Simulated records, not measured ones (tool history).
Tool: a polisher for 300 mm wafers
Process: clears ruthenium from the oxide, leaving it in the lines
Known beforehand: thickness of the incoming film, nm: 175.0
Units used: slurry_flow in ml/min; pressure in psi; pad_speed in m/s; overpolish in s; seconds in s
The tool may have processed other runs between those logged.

run,day,slurry_flow,pressure,pad_speed,overpolish,seconds
1,0,315,2.3,1.06,5,133.37
2,0.354,240,2.3,1.06,5,138.75
3,0.692,240,2,1.06,5,157.94
4,0.95,240,2,1.06,5,160.75
5,1.221,240,2,1.06,5,162.45
6,1.479,190,2,1.06,5,164.03
# day 1.55: worn pad replaced by a new one
7,1.55,190,1.9,1.06,5,157.37

Predict the results of run 8:
8,1.633,190,1.8,1.04,5,?

Logged for run 8: seconds 170.82 s.
